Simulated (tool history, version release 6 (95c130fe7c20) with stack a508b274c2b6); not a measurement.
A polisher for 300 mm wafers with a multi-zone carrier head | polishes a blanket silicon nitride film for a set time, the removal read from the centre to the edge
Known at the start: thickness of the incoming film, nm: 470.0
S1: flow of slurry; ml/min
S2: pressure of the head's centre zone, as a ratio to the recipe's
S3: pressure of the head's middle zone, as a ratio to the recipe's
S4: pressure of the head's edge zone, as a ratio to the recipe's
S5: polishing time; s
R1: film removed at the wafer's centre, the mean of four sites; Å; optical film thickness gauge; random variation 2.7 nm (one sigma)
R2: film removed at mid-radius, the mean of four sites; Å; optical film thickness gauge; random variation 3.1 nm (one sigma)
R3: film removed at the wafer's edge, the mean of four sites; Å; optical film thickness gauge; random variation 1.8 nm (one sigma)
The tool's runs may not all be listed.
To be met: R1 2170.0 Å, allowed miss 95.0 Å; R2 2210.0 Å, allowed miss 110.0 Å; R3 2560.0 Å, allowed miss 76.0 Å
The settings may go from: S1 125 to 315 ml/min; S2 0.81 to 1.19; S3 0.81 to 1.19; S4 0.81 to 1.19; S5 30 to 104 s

run	hour	S1	S2	S3	S4	S5	R1	R2	R3
1	0.0	205	1.00	1.00	1.00	67	1673.2	1660.1	1621.9
2	7.2	205	1.00	1.00	0.96	67	1660.1	1632.4	1597.9
3	9.1	205	1.00	1.00	0.96	74	1836.0	1817.1	1783.5
4	14.2	205	0.92	1.00	0.96	74	1668.3	1852.6	1779.5
5	14.9	205	0.92	0.95	0.96	74	1689.7	1753.8	1784.7
6	22.9	205	0.91	0.93	1.00	79	1813.2	1801.8	1932.9
7	28.3	215	0.82	0.96	1.10	97	1982.9	2264.8	2476.9
8	32.0	220	0.83	0.95	1.11	97	1980.3	2269.7	2504.8
9	32.6	220	0.85	0.94	1.11	97	2054.5	2304.8	2483.7

5 next moves are on the table. One of them brings every result within its allowed miss. Which?
A	33.2	255	0.85	1.05	1.07	102	?	?	?
B	33.2	220	0.87	0.94	1.03	104	?	?	?
C	33.2	225	0.86	0.88	1.09	99	?	?	?
D	33.2	295	0.87	1.04	1.05	96	?	?	?
E	33.2	275	0.88	1.11	1.11	91	?	?	?

move	R1	R2	R3
A	2182.2	2643.2	2608.0
B	2227.8	2408.0	2585.0
C	2102.6	2176.7	2525.7
D	2140.4	2507.4	2466.1
E	2036.6	2493.8	2375.7
A: brings the result that was furthest off to its target, and leaves another outside
B: brings the result that was furthest off to its target, and leaves another outside
C: meets every target
D: brings the result that was furthest off to its target, and leaves another outside
E: further off than the last run
The right move is C.

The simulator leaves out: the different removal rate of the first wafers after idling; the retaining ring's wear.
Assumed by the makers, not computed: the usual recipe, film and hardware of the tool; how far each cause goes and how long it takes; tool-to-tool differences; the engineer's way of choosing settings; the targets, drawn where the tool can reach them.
